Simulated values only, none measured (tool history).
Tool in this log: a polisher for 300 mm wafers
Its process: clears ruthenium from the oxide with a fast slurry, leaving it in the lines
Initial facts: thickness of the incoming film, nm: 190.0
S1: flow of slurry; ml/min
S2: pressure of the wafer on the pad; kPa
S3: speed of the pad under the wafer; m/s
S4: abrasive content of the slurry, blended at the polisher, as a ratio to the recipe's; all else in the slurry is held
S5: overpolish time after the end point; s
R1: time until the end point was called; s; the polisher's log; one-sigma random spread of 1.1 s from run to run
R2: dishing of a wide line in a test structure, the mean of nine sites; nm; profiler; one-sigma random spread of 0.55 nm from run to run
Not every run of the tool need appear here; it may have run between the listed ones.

Run 1, day 0: S1 260 ml/min, S2 22.1 kPa, S3 0.84 m/s, S4 1, S5 12 s. Result: R1 53.146 s, R2 34.466 nm.
Run 2, day 0.138: S1 260 ml/min, S2 22.1 kPa, S3 0.84 m/s, S4 1.2, S5 12 s. Result: R1 51.024 s, R2 37.09 nm.
Run 3, day 0.362: S1 260 ml/min, S2 22.1 kPa, S3 0.84 m/s, S4 1.1, S5 12 s. Result: R1 52.559 s, R2 35.211 nm.
Run 4, day 0.654: S1 260 ml/min, S2 17.9 kPa, S3 0.84 m/s, S4 1.1, S5 12 s. Result: R1 62.395 s, R2 29.24 nm.
Run 5, day 0.988: S1 260 ml/min, S2 18.6 kPa, S3 0.82 m/s, S4 1.2, S5 14 s. Result: R1 60.541 s, R2 35.809 nm.
Run 6, day 1.1: S1 260 ml/min, S2 21.4 kPa, S3 0.82 m/s, S4 1.2, S5 14 s. Result: R1 53.426 s, R2 40.243 nm.

Run 7 has not been measured yet. What should we expect?
Run 7, day 1.167: S1 255 ml/min, S2 20 kPa, S3 0.82 m/s, S4 1.2, S5 18 s. Result: R1 ?, R2 ?.

R1: 54.115 s
R2: 46.293 nm
